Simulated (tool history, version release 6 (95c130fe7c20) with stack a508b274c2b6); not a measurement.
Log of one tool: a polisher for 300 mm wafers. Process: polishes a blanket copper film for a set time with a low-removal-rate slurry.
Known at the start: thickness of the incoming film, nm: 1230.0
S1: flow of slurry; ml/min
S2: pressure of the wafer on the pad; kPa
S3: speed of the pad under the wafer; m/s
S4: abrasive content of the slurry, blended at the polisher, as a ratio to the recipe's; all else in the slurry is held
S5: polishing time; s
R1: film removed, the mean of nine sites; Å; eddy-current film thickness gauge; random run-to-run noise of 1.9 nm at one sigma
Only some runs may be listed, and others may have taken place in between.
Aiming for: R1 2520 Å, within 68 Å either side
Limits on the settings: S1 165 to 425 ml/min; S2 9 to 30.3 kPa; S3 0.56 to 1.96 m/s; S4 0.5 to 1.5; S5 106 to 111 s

{"run": 1, "hour": 0.0, "S1": 275, "S2": 19.3, "S3": 1.26, "S4": 1, "S5": 106, "R1": 3120.4}
{"run": 2, "hour": 6.8, "S1": 275, "S2": 19.3, "S3": 1.26, "S4": 1, "S5": 106, "R1": 3151.7}
{"run": 3, "hour": 10.8, "S1": 275, "S2": 17.9, "S3": 1.26, "S4": 1, "S5": 106, "R1": 2908.8}
{"run": 4, "hour": 11.3, "S1": 275, "S2": 17.9, "S3": 1.48, "S4": 1, "S5": 106, "R1": 3376.9}
{"run": 5, "hour": 16.6, "S1": 275, "S2": 15.2, "S3": 1.48, "S4": 1, "S5": 106, "R1": 2864.9}
{"run": 6, "hour": 24.9, "S1": 330, "S2": 15.2, "S3": 1.48, "S4": 1, "S5": 106, "R1": 2916.7}
{"run": 7, "hour": 30.7, "S1": 330, "S2": 15.2, "S3": 1.48, "S4": 1, "S5": 106, "R1": 2911.6}
{"run": 8, "hour": 33.9, "S1": 330, "S2": 14.5, "S3": 1.48, "S4": 1, "S5": 106, "R1": 2792.3}
{"run": 9, "hour": 39.7, "S1": 330, "S2": 13.8, "S3": 1.48, "S4": 1, "S5": 106, "R1": 2667.3}

Pick the move, out of 4, that brings all results within their allowed miss; only one does.
{"run": "A", "hour": 45.5, "S1": 295, "S2": 11.7, "S3": 1.66, "S4": 1.15, "S5": 106, "R1": "?"}
{"run": "B", "hour": 45.5, "S1": 305, "S2": 10.3, "S3": 1.96, "S4": 1.15, "S5": 111, "R1": "?"}
{"run": "C", "hour": 45.5, "S1": 325, "S2": 15.9, "S3": 1.42, "S4": 1.05, "S5": 106, "R1": "?"}
{"run": "D", "hour": 45.5, "S1": 355, "S2": 11.7, "S3": 1.52, "S4": 1, "S5": 106, "R1": "?"}

move=A R1=2539.4
move=B R1=2757.7
move=C R1=2937.2
move=D R1=2339.4
A: all results land within tolerance of their targets
B: lands further from the targets than the last run did
C: lands further from the targets than the last run did
D: takes the biggest miss from the last run beyond its target
Answer: A

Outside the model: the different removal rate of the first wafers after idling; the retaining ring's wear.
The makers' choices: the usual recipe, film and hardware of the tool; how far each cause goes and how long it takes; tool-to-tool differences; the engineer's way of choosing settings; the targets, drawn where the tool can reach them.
